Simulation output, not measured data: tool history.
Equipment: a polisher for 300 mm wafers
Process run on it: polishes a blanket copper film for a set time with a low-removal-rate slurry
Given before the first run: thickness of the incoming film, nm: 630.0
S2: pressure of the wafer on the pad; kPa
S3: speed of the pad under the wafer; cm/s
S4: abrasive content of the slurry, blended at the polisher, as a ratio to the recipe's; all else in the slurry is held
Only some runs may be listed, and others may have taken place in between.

Run 1, hour 0: flow of slurry (ml/min) 155, S2 24.1 kPa, S3 106 cm/s, S4 1, polishing time (s) 71. Result: film removed (Å) 2187.
Run 2, hour 8.2: flow of slurry (ml/min) 120, S2 24.1 kPa, S3 106 cm/s, S4 1, polishing time (s) 71. Result: film removed (Å) 2128.1.
Run 3, hour 12.2: flow of slurry (ml/min) 125, S2 26.2 kPa, S3 106 cm/s, S4 1, polishing time (s) 71. Result: film removed (Å) 2296.5.
Run 4, hour 20.1: flow of slurry (ml/min) 125, S2 29 kPa, S3 106 cm/s, S4 1, polishing time (s) 71. Result: film removed (Å) 2523.6.
Run 5, hour 23.7: flow of slurry (ml/min) 125, S2 35.2 kPa, S3 106 cm/s, S4 1, polishing time (s) 71. Result: film removed (Å) 3052.1.
Run 6, hour 31.3: flow of slurry (ml/min) 145, S2 35.2 kPa, S3 106 cm/s, S4 1, polishing time (s) 71. Result: film removed (Å) 3133.8.

Run 7, settings as shown, results not yet in. Your forecast:
Run 7, hour 38.6: flow of slurry (ml/min) 140, S2 34.5 kPa, S3 106 cm/s, S4 1, polishing time (s) 71. Result: film removed (Å) ?.

film removed (Å): 3079
